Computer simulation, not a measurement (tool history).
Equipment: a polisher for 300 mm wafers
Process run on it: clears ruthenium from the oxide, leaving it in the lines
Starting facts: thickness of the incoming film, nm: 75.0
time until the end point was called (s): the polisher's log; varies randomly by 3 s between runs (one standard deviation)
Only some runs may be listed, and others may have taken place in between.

run  hour  flow of slurry (ml/min)  pressure of the wafer on the pad (kPa)  speed of the pad under the wafer (m/s)  overpolish time after the end point (s)  time until the end point was called (s)
  1   0.0                      265                                    10.3                                    0.96                                       16                                   92.992
  2   2.4                      265                                    12.4                                    0.96                                       16                                   77.059
  3   9.5                      265                                    11.7                                    0.94                                       16                                   83.339
  4  16.7                      265                                    11.0                                    0.92                                       16                                   94.173
  5  21.3                      265                                    10.3                                    0.92                                       16                                   92.314
  6  24.8                      265                                     9.7                                    0.92                                       16                                  103.010
  7  30.1                      265                                     9.0                                    0.92                                       16                                  108.330
  8  38.5                      265                                     8.3                                    0.92                                       16                                  121.450

Expected results for the next run?
  9  44.2                      265                                     6.9                                    0.90                                       16                                        ?

Run 9 gave time until the end point was called (s) 138.990.

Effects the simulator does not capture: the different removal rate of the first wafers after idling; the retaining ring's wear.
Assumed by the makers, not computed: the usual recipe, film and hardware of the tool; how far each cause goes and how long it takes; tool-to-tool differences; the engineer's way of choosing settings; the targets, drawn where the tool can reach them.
